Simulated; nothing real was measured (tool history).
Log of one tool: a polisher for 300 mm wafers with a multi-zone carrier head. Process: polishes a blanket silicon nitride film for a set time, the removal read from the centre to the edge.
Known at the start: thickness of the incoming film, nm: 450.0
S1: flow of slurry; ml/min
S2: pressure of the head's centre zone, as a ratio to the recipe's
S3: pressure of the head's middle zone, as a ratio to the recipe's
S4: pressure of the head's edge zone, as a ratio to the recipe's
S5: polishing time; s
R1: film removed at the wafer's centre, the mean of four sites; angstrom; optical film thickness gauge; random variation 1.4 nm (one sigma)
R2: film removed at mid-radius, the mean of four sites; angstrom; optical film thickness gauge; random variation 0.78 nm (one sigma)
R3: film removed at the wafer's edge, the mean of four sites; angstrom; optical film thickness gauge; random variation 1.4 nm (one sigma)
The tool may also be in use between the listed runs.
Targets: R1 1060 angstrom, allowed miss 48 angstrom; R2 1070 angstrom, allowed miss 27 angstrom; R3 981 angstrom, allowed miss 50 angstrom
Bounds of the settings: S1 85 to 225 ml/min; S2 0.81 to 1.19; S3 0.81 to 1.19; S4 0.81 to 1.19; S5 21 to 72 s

run,hour,S1,S2,S3,S4,S5,R1,R2,R3
1,0,145,1,1,1,46,763,744.05,748.84
2,8.9,145,1,1,0.97,46,755.3,761.18,731.46
3,15.1,150,1.01,1.02,0.98,47,791,786.75,749.62
4,19,155,1.01,1.04,1,48,832.57,824.15,795.35
5,27.2,160,1.01,1.06,1.01,48,814.59,845.87,800.31
6,28.6,160,1.01,0.98,1.01,48,820.27,788.39,791.2
7,32.5,165,1.02,1,1.02,49,855.43,819.09,840.29
8,40.3,205,1.1,1.1,0.93,53,1035.8,1003.6,874.98
9,47.3,205,1.1,1.1,0.94,53,1016.5,996.29,857.94
10,55.7,205,1.1,1.1,0.96,53,996.11,991.14,895.01
11,63.1,210,1.12,1.12,0.98,55,1088.3,1049.9,906.49

Which of these 5 next moves meets every target?
A,70.5,205,1.11,0.99,1.03,61,?,?,?
B,70.5,190,1.15,1.19,0.97,54,?,?,?
C,70.5,220,0.85,0.89,1.12,63,?,?,?
D,70.5,225,1.01,0.85,1.05,65,?,?,?
E,70.5,225,1.05,1.09,1.02,57,?,?,?

move,R1,R2,R3
A,1173.4,1046.5,1077.3
B,1060.3,1071.8,916.17
C,967.4,999.65,1170.3
D,1164.8,995.32,1172.2
E,1059.1,1075.1,1010.2
A: takes the result that was furthest off past its target
B: nearer than the last run, and not there yet
C: takes the result that was furthest off past its target
D: takes the result that was furthest off past its target
E: meets every target
Move E is the one to make.

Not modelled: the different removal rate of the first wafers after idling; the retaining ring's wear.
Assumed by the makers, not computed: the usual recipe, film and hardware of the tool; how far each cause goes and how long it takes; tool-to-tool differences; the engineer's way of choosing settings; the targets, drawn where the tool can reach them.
